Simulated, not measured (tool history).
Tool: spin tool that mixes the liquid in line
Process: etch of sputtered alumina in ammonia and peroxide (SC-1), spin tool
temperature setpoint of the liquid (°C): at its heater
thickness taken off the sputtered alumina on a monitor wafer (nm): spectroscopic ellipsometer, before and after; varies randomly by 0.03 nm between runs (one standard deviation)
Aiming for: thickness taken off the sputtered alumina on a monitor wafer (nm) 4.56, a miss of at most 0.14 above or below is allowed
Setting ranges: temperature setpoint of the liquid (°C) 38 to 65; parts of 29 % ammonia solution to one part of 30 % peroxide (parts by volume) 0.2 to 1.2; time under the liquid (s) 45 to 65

run,hour,temperature setpoint of the liquid (°C),parts of 29 % ammonia solution to one part of 30 % peroxide (parts by volume),time under the liquid (s),thickness taken off the sputtered alumina on a monitor wafer (nm)
1,0,49,0.7,65,2.8364
2,5.8,44,0.7,65,2.1545
3,10.1,44,0.7,65,2.1415
4,12.3,47.5,0.7,65,2.6401
5,14,47.5,0.6,65,2.5435
6,17,50,0.6,65,2.9725
7,22.5,52,0.6,65,3.2886
8,28.1,59.5,0.6,65,4.9596
9,35.5,59,0.6,65,4.7756

Which one of the following 5 next-run settings gets every result inside its allowed miss? There is exactly one.
A,42.9,57.5,0.4,65,?
B,42.9,55.5,0.85,65,?
C,42.9,57.5,0.45,65,?
D,42.9,57,0.65,65,?
E,42.9,58.5,0.45,65,?

move,thickness taken off the sputtered alumina on a monitor wafer (nm)
A,4.2443
B,4.103
C,4.2919
D,4.3289
E,4.5211
A: carries the result that was furthest off beyond its target, to the other side
B: carries the result that was furthest off beyond its target, to the other side
C: carries the result that was furthest off beyond its target, to the other side
D: carries the result that was furthest off beyond its target, to the other side
E: every result lands within tolerance
The right move is E.

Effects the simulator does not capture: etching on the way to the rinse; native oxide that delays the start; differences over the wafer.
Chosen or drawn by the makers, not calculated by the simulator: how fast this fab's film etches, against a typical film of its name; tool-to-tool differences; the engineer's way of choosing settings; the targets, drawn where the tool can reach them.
